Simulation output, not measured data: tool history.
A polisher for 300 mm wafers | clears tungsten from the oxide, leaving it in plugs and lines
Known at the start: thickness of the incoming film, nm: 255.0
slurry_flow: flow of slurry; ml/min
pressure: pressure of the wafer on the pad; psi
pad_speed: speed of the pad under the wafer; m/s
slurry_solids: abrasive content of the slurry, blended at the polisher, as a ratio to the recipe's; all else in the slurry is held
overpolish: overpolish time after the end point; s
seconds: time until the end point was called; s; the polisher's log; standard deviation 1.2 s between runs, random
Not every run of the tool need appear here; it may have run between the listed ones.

Run 1, hour 0: slurry_flow 275 ml/min, pressure 3 psi, pad_speed 0.94 m/s, slurry_solids 1, overpolish 48 s. Result: seconds 62.39 s.
Run 2, hour 7.1: slurry_flow 275 ml/min, pressure 3 psi, pad_speed 1.04 m/s, slurry_solids 1, overpolish 48 s. Result: seconds 56.92 s.
Run 3, hour 11.9: slurry_flow 275 ml/min, pressure 2.8 psi, pad_speed 1.04 m/s, slurry_solids 1, overpolish 48 s. Result: seconds 58.588 s.
Run 4, hour 19.8: slurry_flow 275 ml/min, pressure 2.6 psi, pad_speed 1.02 m/s, slurry_solids 1, overpolish 48 s. Result: seconds 65.695 s.
Run 5, hour 26.7: slurry_flow 275 ml/min, pressure 2.5 psi, pad_speed 1.02 m/s, slurry_solids 1, overpolish 48 s. Result: seconds 68.192 s.
Run 6, hour 27.6: slurry_flow 275 ml/min, pressure 2.4 psi, pad_speed 1.02 m/s, slurry_solids 1, overpolish 48 s. Result: seconds 71.153 s.

The next listed run, before its measurement:
Run 7, hour 35.7: slurry_flow 275 ml/min, pressure 2.3 psi, pad_speed 1.02 m/s, slurry_solids 1, overpolish 48 s. Result: seconds ?.

seconds: 73.638 s

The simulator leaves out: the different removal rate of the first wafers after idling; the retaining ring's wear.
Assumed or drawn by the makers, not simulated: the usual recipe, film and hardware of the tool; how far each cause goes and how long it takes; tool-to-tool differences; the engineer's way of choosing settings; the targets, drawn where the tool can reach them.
